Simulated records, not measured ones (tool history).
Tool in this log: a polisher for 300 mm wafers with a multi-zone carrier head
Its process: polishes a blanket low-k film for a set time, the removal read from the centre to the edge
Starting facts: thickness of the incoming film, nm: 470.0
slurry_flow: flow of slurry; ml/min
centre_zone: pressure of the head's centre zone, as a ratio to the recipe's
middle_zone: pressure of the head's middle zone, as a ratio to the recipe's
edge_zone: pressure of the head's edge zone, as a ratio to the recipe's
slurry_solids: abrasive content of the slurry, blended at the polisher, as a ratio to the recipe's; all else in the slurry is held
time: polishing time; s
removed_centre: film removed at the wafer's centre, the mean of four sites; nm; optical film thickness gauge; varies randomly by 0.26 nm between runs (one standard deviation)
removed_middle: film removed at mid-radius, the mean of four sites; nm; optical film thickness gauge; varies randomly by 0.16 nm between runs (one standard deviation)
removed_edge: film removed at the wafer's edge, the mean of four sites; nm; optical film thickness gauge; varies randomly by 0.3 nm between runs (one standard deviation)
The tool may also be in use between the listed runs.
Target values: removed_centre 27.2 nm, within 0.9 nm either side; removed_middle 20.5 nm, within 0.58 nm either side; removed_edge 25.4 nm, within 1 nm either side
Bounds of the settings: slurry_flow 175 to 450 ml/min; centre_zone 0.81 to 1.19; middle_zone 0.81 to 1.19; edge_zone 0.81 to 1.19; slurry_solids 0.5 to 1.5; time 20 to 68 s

{"run": 1, "day": 0.0, "slurry_flow": 290, "centre_zone": 1, "middle_zone": 1, "edge_zone": 1, "slurry_solids": 1, "time": 44, "removed_centre": 16.483, "removed_middle": 15.965, "removed_edge": 16.324}
{"run": 2, "day": 0.271, "slurry_flow": 240, "centre_zone": 1, "middle_zone": 1, "edge_zone": 1, "slurry_solids": 1, "time": 44, "removed_centre": 15.94, "removed_middle": 15.504, "removed_edge": 16.171}
{"run": 3, "day": 0.6, "slurry_flow": 240, "centre_zone": 1.02, "middle_zone": 0.99, "edge_zone": 1.02, "slurry_solids": 1.05, "time": 45, "removed_centre": 17.056, "removed_middle": 15.881, "removed_edge": 16.815}
{"run": 4, "day": 0.667, "slurry_flow": 240, "centre_zone": 0.97, "middle_zone": 0.99, "edge_zone": 1.02, "slurry_solids": 1.05, "time": 45, "removed_centre": 15.99, "removed_middle": 15.913, "removed_edge": 17.32}
{"run": 5, "day": 0.875, "slurry_flow": 240, "centre_zone": 0.97, "middle_zone": 0.93, "edge_zone": 1.02, "slurry_solids": 1.05, "time": 45, "removed_centre": 15.966, "removed_middle": 15.347, "removed_edge": 17.289}
{"run": 6, "day": 1.004, "slurry_flow": 240, "centre_zone": 0.99, "middle_zone": 0.92, "edge_zone": 1.03, "slurry_solids": 1.1, "time": 46, "removed_centre": 16.773, "removed_middle": 15.89, "removed_edge": 17.817}
{"run": 7, "day": 1.267, "slurry_flow": 230, "centre_zone": 1.01, "middle_zone": 0.91, "edge_zone": 1.05, "slurry_solids": 1.15, "time": 47, "removed_centre": 17.977, "removed_middle": 16.085, "removed_edge": 18.585}
{"run": 8, "day": 1.333, "slurry_flow": 230, "centre_zone": 1.02, "middle_zone": 0.91, "edge_zone": 1.06, "slurry_solids": 1.2, "time": 48, "removed_centre": 18.936, "removed_middle": 16.654, "removed_edge": 19.341}
{"run": 9, "day": 1.562, "slurry_flow": 230, "centre_zone": 1.03, "middle_zone": 0.91, "edge_zone": 1.07, "slurry_solids": 1.25, "time": 49, "removed_centre": 19.816, "removed_middle": 17.094, "removed_edge": 20.305}
{"run": 10, "day": 1.621, "slurry_flow": 230, "centre_zone": 1.03, "middle_zone": 0.91, "edge_zone": 1.07, "slurry_solids": 1.25, "time": 49, "removed_centre": 19.764, "removed_middle": 16.969, "removed_edge": 20.171}
{"run": 11, "day": 1.988, "slurry_flow": 235, "centre_zone": 1.04, "middle_zone": 0.92, "edge_zone": 1.08, "slurry_solids": 1.3, "time": 50, "removed_centre": 20.532, "removed_middle": 18.198, "removed_edge": 21.034}
{"run": 12, "day": 2.012, "slurry_flow": 235, "centre_zone": 1.05, "middle_zone": 0.91, "edge_zone": 1.09, "slurry_solids": 1.35, "time": 51, "removed_centre": 21.566, "removed_middle": 18.547, "removed_edge": 21.507}
{"run": 13, "day": 2.312, "slurry_flow": 230, "centre_zone": 1.06, "middle_zone": 0.9, "edge_zone": 1.1, "slurry_solids": 1.35, "time": 52, "removed_centre": 21.911, "removed_middle": 18.357, "removed_edge": 22.729}

Next run, 4 choices. One meets every target within its allowed miss, the rest don't. Which?
{"run": "A", "day": 2.612, "slurry_flow": 230, "centre_zone": 1.03, "middle_zone": 0.92, "edge_zone": 1.14, "slurry_solids": 1.4, "time": 48, "removed_centre": "?", "removed_middle": "?", "removed_edge": "?"}
{"run": "B", "day": 2.612, "slurry_flow": 195, "centre_zone": 0.98, "middle_zone": 1.04, "edge_zone": 1.09, "slurry_solids": 1.45, "time": 49, "removed_centre": "?", "removed_middle": "?", "removed_edge": "?"}
{"run": "C", "day": 2.612, "slurry_flow": 175, "centre_zone": 1.16, "middle_zone": 0.88, "edge_zone": 1.08, "slurry_solids": 1.35, "time": 61, "removed_centre": "?", "removed_middle": "?", "removed_edge": "?"}
{"run": "D", "day": 2.612, "slurry_flow": 215, "centre_zone": 0.94, "middle_zone": 1.03, "edge_zone": 0.97, "slurry_solids": 1.5, "time": 47, "removed_centre": "?", "removed_middle": "?", "removed_edge": "?"}

move=A removed_centre=20.078 removed_middle=17.588 removed_edge=20.896
move=B removed_centre=19.327 removed_middle=19.765 removed_edge=20.783
move=C removed_centre=27.434 removed_middle=20.615 removed_edge=24.989
move=D removed_centre=18.188 removed_middle=19.224 removed_edge=19.25
A: its largest miss is bigger than the last run's
B: its largest miss is bigger than the last run's
C: hits every target within its allowed miss
D: its largest miss is bigger than the last run's
Answer: C

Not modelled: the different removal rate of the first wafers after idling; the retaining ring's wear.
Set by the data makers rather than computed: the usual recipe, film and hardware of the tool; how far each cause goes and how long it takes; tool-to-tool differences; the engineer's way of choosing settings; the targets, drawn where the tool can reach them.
